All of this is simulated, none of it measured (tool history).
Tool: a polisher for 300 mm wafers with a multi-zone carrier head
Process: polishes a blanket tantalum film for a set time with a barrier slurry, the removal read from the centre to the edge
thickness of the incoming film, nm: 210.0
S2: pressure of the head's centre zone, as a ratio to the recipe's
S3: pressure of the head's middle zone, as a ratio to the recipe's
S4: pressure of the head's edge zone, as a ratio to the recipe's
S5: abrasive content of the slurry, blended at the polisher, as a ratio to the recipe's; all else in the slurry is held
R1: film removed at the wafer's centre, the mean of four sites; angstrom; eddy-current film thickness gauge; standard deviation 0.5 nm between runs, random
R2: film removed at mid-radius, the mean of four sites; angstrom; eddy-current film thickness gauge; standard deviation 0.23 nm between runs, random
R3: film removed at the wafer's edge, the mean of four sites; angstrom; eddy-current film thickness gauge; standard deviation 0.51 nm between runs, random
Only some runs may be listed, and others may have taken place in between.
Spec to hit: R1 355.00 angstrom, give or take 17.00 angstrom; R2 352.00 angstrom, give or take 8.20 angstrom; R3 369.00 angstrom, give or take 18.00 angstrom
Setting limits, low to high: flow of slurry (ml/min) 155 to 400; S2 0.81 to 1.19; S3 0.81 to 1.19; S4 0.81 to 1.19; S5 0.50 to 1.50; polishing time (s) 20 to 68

run 1 hour=0.0 | flow_of_slurry_(ml/min)=255 S2=1.00 S3=1.00 S4=1.00 S5=1.00 polishing_time_(s)=44 | R1=611.22 R2=610.28 R3=602.12
run 2 hour=5.8 | flow_of_slurry_(ml/min)=250 S2=0.98 S3=0.97 S4=0.97 S5=0.90 polishing_time_(s)=41 | R1=535.50 R2=544.39 R3=546.90
run 3 hour=8.8 | flow_of_slurry_(ml/min)=245 S2=0.98 S3=0.95 S4=0.95 S5=0.80 polishing_time_(s)=38 | R1=481.82 R2=480.07 R3=475.00
run 4 hour=13.6 | flow_of_slurry_(ml/min)=245 S2=0.98 S3=0.95 S4=0.95 S5=0.80 polishing_time_(s)=27 | R1=340.65 R2=336.70 R3=357.14
run 5 hour=16.4 | flow_of_slurry_(ml/min)=245 S2=0.98 S3=0.95 S4=0.95 S5=0.80 polishing_time_(s)=23 | R1=297.71 R2=287.93 R3=295.68
run 6 hour=18.2 | flow_of_slurry_(ml/min)=245 S2=0.94 S3=0.95 S4=0.95 S5=0.80 polishing_time_(s)=23 | R1=287.92 R2=287.74 R3=288.97
run 7 hour=25.2 | flow_of_slurry_(ml/min)=250 S2=0.98 S3=0.99 S4=0.98 S5=0.80 polishing_time_(s)=23 | R1=291.04 R2=303.04 R3=298.17
run 8 hour=26.7 | flow_of_slurry_(ml/min)=300 S2=1.08 S3=1.02 S4=1.08 S5=1.05 polishing_time_(s)=23 | R1=346.41 R2=337.82 R3=332.71
run 9 hour=28.8 | flow_of_slurry_(ml/min)=300 S2=1.07 S3=1.01 S4=1.10 S5=1.10 polishing_time_(s)=23 | R1=359.71 R2=334.97 R3=334.73
run 10 hour=30.0 | flow_of_slurry_(ml/min)=295 S2=1.03 S3=1.01 S4=1.12 S5=1.15 polishing_time_(s)=23 | R1=337.25 R2=338.83 R3=344.54
run 11 hour=34.9 | flow_of_slurry_(ml/min)=295 S2=1.03 S3=1.01 S4=1.13 S5=1.20 polishing_time_(s)=23 | R1=346.71 R2=336.23 R3=342.69
run 12 hour=38.3 | flow_of_slurry_(ml/min)=300 S2=1.02 S3=1.01 S4=1.14 S5=1.25 polishing_time_(s)=23 | R1=350.10 R2=345.27 R3=357.95

Below are 5 possible settings for the next run. Only one of them brings all results inside the allowed miss of their targets. Which is it?
run A hour=41.7 | flow_of_slurry_(ml/min)=250 S2=0.93 S3=0.91 S4=1.13 S5=1.40 polishing_time_(s)=24 | R1=? R2=? R3=?
run B hour=41.7 | flow_of_slurry_(ml/min)=210 S2=1.09 S3=1.05 S4=1.15 S5=1.15 polishing_time_(s)=23 | R1=? R2=? R3=?
run C hour=41.7 | flow_of_slurry_(ml/min)=300 S2=1.07 S3=1.00 S4=1.19 S5=1.30 polishing_time_(s)=22 | R1=? R2=? R3=?
run D hour=41.7 | flow_of_slurry_(ml/min)=335 S2=1.01 S3=0.90 S4=1.19 S5=1.10 polishing_time_(s)=25 | R1=? R2=? R3=?
run E hour=41.7 | flow_of_slurry_(ml/min)=270 S2=1.00 S3=1.00 S4=1.15 S5=1.30 polishing_time_(s)=24 | R1=? R2=? R3=?

move=A R1=327.30 R2=327.43 R3=367.66
move=B R1=344.29 R2=331.36 R3=333.86
move=C R1=348.75 R2=326.62 R3=343.85
move=D R1=365.11 R2=331.78 R3=380.92
move=E R1=350.86 R2=352.34 R3=366.90
A: misses by more than the last run did
B: misses by more than the last run did
C: misses by more than the last run did
D: misses by more than the last run did
E: each result inside its tolerance
The move that meets every target is E.
